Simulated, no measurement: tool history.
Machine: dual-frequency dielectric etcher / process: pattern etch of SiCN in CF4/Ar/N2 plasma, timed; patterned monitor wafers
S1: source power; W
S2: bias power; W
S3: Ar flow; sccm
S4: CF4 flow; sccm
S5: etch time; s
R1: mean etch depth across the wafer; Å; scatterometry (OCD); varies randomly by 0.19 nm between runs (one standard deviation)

Run 1, hour 0: S1 400 W, S2 74 W, S3 80 sccm, S4 52 sccm, S5 145 s. Result: R1 1258.7 Å.
Run 2, hour 4.8: S1 360 W, S2 72 W, S3 81 sccm, S4 52 sccm, S5 145 s. Result: R1 1108.9 Å.
Run 3, hour 5.6: S1 310 W, S2 72 W, S3 81 sccm, S4 52 sccm, S5 145 s. Result: R1 943.24 Å.
Run 4, hour 10.6: S1 310 W, S2 72 W, S3 81 sccm, S4 57 sccm, S5 145 s. Result: R1 955.3 Å.
Run 5, hour 18.6: S1 260 W, S2 72 W, S3 81 sccm, S4 57 sccm, S5 145 s. Result: R1 782.15 Å.
Run 6, hour 26.9: S1 260 W, S2 72 W, S3 81 sccm, S4 48 sccm, S5 145 s. Result: R1 764.02 Å.
Run 7, hour 32.9: S1 270 W, S2 72 W, S3 81 sccm, S4 48 sccm, S5 145 s. Result: R1 799.57 Å.

Run 8, settings as shown, results not yet in. Your forecast:
Run 8, hour 36.5: S1 280 W, S2 72 W, S3 81 sccm, S4 48 sccm, S5 145 s. Result: R1 ?.

Run 8 produced R1 829.5 Å.
